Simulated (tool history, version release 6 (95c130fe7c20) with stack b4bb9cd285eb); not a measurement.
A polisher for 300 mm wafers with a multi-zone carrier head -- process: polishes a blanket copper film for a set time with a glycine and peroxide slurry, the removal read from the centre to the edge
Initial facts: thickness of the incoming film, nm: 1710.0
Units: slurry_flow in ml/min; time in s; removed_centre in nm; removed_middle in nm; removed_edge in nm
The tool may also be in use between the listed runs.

Run 1, hour 0: slurry_flow 135 ml/min, centre_zone 1, middle_zone 1, edge_zone 1, time 79 s. Result: removed_centre 285.78 nm, removed_middle 290.71 nm, removed_edge 297.67 nm.
Run 2, hour 3: slurry_flow 135 ml/min, centre_zone 1, middle_zone 0.93, edge_zone 1, time 79 s. Result: removed_centre 279.85 nm, removed_middle 272.94 nm, removed_edge 302.94 nm.
Run 3, hour 4: slurry_flow 155 ml/min, centre_zone 1, middle_zone 0.93, edge_zone 1, time 79 s. Result: removed_centre 289.89 nm, removed_middle 278.61 nm, removed_edge 296.16 nm.
Run 4, hour 6.2: slurry_flow 155 ml/min, centre_zone 1, middle_zone 1, edge_zone 1, time 79 s. Result: removed_centre 297.19 nm, removed_middle 302.09 nm, removed_edge 297.61 nm.
At hour 13: edge zone pressure recalibrated.
Run 5, hour 13: slurry_flow 165 ml/min, centre_zone 0.97, middle_zone 0.96, edge_zone 0.97, time 69 s. Result: removed_centre 252.27 nm, removed_middle 257.92 nm, removed_edge 245.34 nm.
Run 6, hour 15.8: slurry_flow 140 ml/min, centre_zone 0.97, middle_zone 0.96, edge_zone 0.97, time 69 s. Result: removed_centre 241.9 nm, removed_middle 246.91 nm, removed_edge 243.35 nm.
Run 7, hour 24.9: slurry_flow 140 ml/min, centre_zone 0.97, middle_zone 0.96, edge_zone 0.97, time 69 s. Result: removed_centre 242.19 nm, removed_middle 248.25 nm, removed_edge 246.62 nm.

What does the tool deliver on the next run?
Run 8, hour 29.3: slurry_flow 140 ml/min, centre_zone 0.94, middle_zone 0.92, edge_zone 0.93, time 67 s. Result: removed_centre ?, removed_middle ?, removed_edge ?.

removed_centre: 226.71 nm
removed_middle: 233.27 nm
removed_edge: 242.95 nm
